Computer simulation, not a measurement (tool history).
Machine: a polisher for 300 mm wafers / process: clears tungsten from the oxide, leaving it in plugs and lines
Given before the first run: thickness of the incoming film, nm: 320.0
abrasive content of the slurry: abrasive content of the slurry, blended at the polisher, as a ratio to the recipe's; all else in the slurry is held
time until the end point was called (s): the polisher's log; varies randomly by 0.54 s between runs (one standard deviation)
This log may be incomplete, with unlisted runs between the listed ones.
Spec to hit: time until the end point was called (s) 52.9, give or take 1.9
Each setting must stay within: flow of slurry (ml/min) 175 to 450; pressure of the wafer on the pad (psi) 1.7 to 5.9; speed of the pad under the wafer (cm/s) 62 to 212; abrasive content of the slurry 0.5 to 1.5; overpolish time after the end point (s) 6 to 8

run,day,flow of slurry (ml/min),pressure of the wafer on the pad (psi),speed of the pad under the wafer (cm/s),abrasive content of the slurry,overpolish time after the end point (s),time until the end point was called (s)
1,0,290,3.8,136,1,8,61.658
2,0.367,290,3.2,136,1,8,72.861
3,0.712,290,3.5,136,1,8,67.633
4,0.975,290,3.7,136,1,8,63.684
5,1.075,290,3.7,136,1,6,63.201
6,1.417,290,3.8,136,1,6,62.085
7,1.462,290,3.9,136,1,6,60.92
8,1.592,290,4,136,1,6,60.036
9,1.867,290,4.1,136,1,6,57.359
10,2.029,290,4.2,136,1,6,57.335
11,2.246,290,4.3,136,1,6,55.297

4 next moves are on the table. One of them brings every result within its allowed miss. Which?
A,2.462,285,3.7,152,0.95,8,?
B,2.462,315,4.3,144,0.9,6,?
C,2.462,265,3.6,152,1.15,6,?
D,2.462,305,4.3,126,0.9,6,?

move,time until the end point was called (s)
A,57.841
B,53.05
C,56.504
D,60.566
A: further off than the last run
B: all results land within tolerance of their targets
C: further off than the last run
D: further off than the last run
Go with B: it meets all targets.
